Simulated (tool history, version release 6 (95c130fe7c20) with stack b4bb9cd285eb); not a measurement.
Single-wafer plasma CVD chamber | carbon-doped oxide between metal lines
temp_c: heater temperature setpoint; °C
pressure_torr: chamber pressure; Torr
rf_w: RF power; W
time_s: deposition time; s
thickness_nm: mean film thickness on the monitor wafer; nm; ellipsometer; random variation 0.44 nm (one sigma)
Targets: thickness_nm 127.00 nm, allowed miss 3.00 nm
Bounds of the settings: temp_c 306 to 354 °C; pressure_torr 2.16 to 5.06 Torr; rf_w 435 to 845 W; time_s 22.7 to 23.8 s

run  hour  temp_c  pressure_torr  rf_w  time_s  thickness_nm
  1   0.0     330           3.61   640    23.8        150.17
  2   3.6     330           4.11   640    23.8        153.71
  3   5.6     331           4.01   630    23.8        150.45
  4   9.5     324           4.01   630    23.8        155.02
  5  15.0     326           3.91   620    23.8        150.98
  6  21.9     326           3.91   620    22.7        144.34
  7  25.3     327           3.83   615    22.7        142.00
  8  29.3     328           3.76   610    22.7        140.50
  9  33.6     329           3.70   610    22.7        140.22
 10  37.8     330           3.63   605    22.7        137.90
 11  40.3     331           3.58   605    22.7        137.21
     45.1  -- capacitance manometer re-zeroed and calibrated
 12  45.1     332           3.53   605    22.7        135.30
 13  47.4     333           3.50   605    22.7        135.63
 14  52.9     334           3.46   605    22.7        133.56
 15  54.0     334           3.46   605    22.7        133.96
 16  58.2     335           3.43   605    22.7        134.22
 17  62.8     336           3.39   605    22.7        132.58

4 next moves are on the table. One of them brings every result within its allowed miss. Which?
  A  67.4     329           3.04   605    22.7             ?
  B  67.4     328           3.47   600    23.8             ?
  C  67.4     333           3.48   560    22.7             ?
  D  67.4     334           3.27   625    23.8             ?

move  thickness_nm
   A        135.13
   B        143.35
   C        127.88
   D        142.97
A: further off than the last run
B: further off than the last run
C: meets every target
D: further off than the last run
Answer: C
